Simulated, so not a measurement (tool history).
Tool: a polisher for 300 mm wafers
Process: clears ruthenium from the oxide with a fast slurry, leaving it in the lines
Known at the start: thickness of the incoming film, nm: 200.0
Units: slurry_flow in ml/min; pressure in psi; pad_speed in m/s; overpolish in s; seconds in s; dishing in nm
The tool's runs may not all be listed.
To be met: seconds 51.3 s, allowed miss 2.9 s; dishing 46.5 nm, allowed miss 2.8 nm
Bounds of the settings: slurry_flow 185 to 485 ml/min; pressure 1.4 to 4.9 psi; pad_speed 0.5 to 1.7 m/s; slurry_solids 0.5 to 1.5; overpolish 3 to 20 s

run,hour,slurry_flow,pressure,pad_speed,slurry_solids,overpolish,seconds,dishing
1,0,310,3.1,1.1,1,10,39.871,41.116
2,2.1,310,3,1.1,1,11,40.835,44.197
3,3.1,310,3,1.1,1.1,11,38.658,44.259
4,9.2,310,3,1.1,1.1,10,38.569,41.724
5,15.1,310,3.5,1.1,1.1,10,34.266,43.695
6,17.7,310,3.3,1.1,1.1,11,36.875,47.658
7,23.8,310,3.1,1.1,1.1,11,38.401,46.378
8,25.7,310,2.9,1.1,1.1,11,39.602,44.305

Which of these 4 next moves meets every target?
A,27.6,270,3.3,1.14,1.1,10,?,?
B,27.6,260,2.7,0.8,1.25,12,?,?
C,27.6,340,2.5,1.18,1.05,12,?,?
D,27.6,255,2.3,1.04,1.05,15,?,?

move,seconds,dishing
A,35.356,44.703
B,50.391,38.119
C,41.659,45.461
D,49.879,47.291
A: further off than the last run
B: brings the result that was furthest off to its target, and leaves another outside
C: nearer than the last run, and not there yet
D: meets every target
The right move is D.
